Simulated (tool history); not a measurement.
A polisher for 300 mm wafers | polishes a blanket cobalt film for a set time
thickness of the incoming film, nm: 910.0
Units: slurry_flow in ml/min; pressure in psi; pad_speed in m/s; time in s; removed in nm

| run | hour | slurry_flow | pressure | pad_speed | time | removed |
|---|---|---|---|---|---|---|
| 1 | 0.0 | 310 | 2.4 | 0.94 | 36 | 251.65 |
| 2 | 8.2 | 310 | 2.0 | 0.94 | 36 | 223.84 |
| 3 | 17.0 | 310 | 1.6 | 0.94 | 36 | 195.33 |
| 4 | 25.1 | 310 | 2.0 | 0.96 | 36 | 225.97 |
| 5 | 33.6 | 310 | 2.0 | 0.96 | 36 | 225.10 |
| 6 | 34.3 | 310 | 2.0 | 0.84 | 36 | 198.43 |
| 7 | 35.2 | 310 | 2.6 | 0.88 | 36 | 241.90 |

Run 8 comes next. What will it give?
| 8 | 36.7 | 310 | 3.2 | 0.94 | 36 | ? |

{"run 8": {"removed": 292.02}}

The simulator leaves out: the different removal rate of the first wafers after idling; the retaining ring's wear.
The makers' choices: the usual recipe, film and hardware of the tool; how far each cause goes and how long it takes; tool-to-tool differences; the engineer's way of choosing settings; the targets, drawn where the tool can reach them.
